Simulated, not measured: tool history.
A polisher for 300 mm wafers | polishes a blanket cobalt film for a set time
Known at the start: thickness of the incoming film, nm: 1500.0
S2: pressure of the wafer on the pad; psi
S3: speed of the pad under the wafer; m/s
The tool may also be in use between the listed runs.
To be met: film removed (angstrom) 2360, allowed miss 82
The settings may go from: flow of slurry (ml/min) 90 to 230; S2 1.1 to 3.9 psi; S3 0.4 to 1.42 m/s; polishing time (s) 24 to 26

run 1 day=0 | flow_of_slurry_(ml/min)=150 S2=2.5 S3=0.9 polishing_time_(s)=26 | film_removed_(angstrom)=1654.2
run 2 day=0.125 | flow_of_slurry_(ml/min)=150 S2=2.5 S3=0.7 polishing_time_(s)=26 | film_removed_(angstrom)=1439.6
run 3 day=0.483 | flow_of_slurry_(ml/min)=150 S2=2.5 S3=0.7 polishing_time_(s)=24 | film_removed_(angstrom)=1316.8
run 4 day=0.721 | flow_of_slurry_(ml/min)=150 S2=2.5 S3=0.8 polishing_time_(s)=24 | film_removed_(angstrom)=1427.7
run 5 day=0.979 | flow_of_slurry_(ml/min)=155 S2=2.8 S3=0.8 polishing_time_(s)=24 | film_removed_(angstrom)=1583.1
run 6 day=1.117 | flow_of_slurry_(ml/min)=155 S2=3.1 S3=0.82 polishing_time_(s)=24 | film_removed_(angstrom)=1803.1
run 7 day=1.458 | flow_of_slurry_(ml/min)=155 S2=3.3 S3=0.82 polishing_time_(s)=24 | film_removed_(angstrom)=1934.3
run 8 day=1.675 | flow_of_slurry_(ml/min)=155 S2=3.4 S3=0.82 polishing_time_(s)=24 | film_removed_(angstrom)=1973.1
run 9 day=2.004 | flow_of_slurry_(ml/min)=160 S2=3.5 S3=0.82 polishing_time_(s)=24 | film_removed_(angstrom)=2008.4

4 next moves are on the table. One of them brings every result within its allowed miss. Which?
run A day=2.333 | flow_of_slurry_(ml/min)=190 S2=3.3 S3=0.8 polishing_time_(s)=26 | film_removed_(angstrom)=?
run B day=2.333 | flow_of_slurry_(ml/min)=155 S2=3.7 S3=0.92 polishing_time_(s)=25 | film_removed_(angstrom)=?
run C day=2.333 | flow_of_slurry_(ml/min)=130 S2=3.7 S3=0.92 polishing_time_(s)=24 | film_removed_(angstrom)=?
run D day=2.333 | flow_of_slurry_(ml/min)=145 S2=3.4 S3=0.62 polishing_time_(s)=24 | film_removed_(angstrom)=?

move=A film_removed_(angstrom)=2075.3
move=B film_removed_(angstrom)=2365.6
move=C film_removed_(angstrom)=2210.8
move=D film_removed_(angstrom)=1645.1
A: nearer than the last run, and not there yet
B: meets every target
C: nearer than the last run, and not there yet
D: further off than the last run
The right move is B.
